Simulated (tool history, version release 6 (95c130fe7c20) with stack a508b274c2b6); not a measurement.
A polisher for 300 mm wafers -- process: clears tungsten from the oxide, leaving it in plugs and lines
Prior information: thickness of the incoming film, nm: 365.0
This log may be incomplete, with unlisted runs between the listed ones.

| run | hour | flow of slurry (ml/min) | pressure of the wafer on the pad (psi) | speed of the pad under the wafer (m/s) | abrasive content of the slurry | overpolish time after the end point (s) | time until the end point was called (s) |
|---|---|---|---|---|---|---|---|
| 1 | 0.0 | 295 | 3.1 | 1.16 | 1.00 | 32 | 95.402 |
| 2 | 4.8 | 295 | 3.1 | 0.98 | 1.00 | 32 | 109.660 |
| 3 | 7.0 | 295 | 3.1 | 1.08 | 1.00 | 32 | 100.530 |
| 4 | 11.8 | 295 | 3.6 | 1.10 | 1.00 | 32 | 88.097 |
|  | 18.5 | worn pad replaced by a new one |
| 5 | 18.5 | 295 | 3.6 | 1.10 | 0.85 | 32 | 80.393 |
| 6 | 26.6 | 295 | 3.9 | 1.12 | 0.85 | 32 | 73.460 |
| 7 | 29.1 | 295 | 4.1 | 1.12 | 0.85 | 32 | 70.363 |
| 8 | 34.4 | 295 | 4.3 | 1.12 | 0.85 | 32 | 69.182 |
| 9 | 40.1 | 295 | 4.4 | 1.14 | 0.85 | 32 | 64.257 |
| 10 | 41.0 | 295 | 4.4 | 1.14 | 0.85 | 32 | 67.451 |
| 11 | 43.0 | 295 | 4.5 | 1.16 | 0.85 | 32 | 62.207 |

Forecast run 12:
| 12 | 50.2 | 295 | 4.6 | 1.16 | 0.85 | 32 | ? |

For run 12 the tool returned time until the end point was called (s) 62.181.

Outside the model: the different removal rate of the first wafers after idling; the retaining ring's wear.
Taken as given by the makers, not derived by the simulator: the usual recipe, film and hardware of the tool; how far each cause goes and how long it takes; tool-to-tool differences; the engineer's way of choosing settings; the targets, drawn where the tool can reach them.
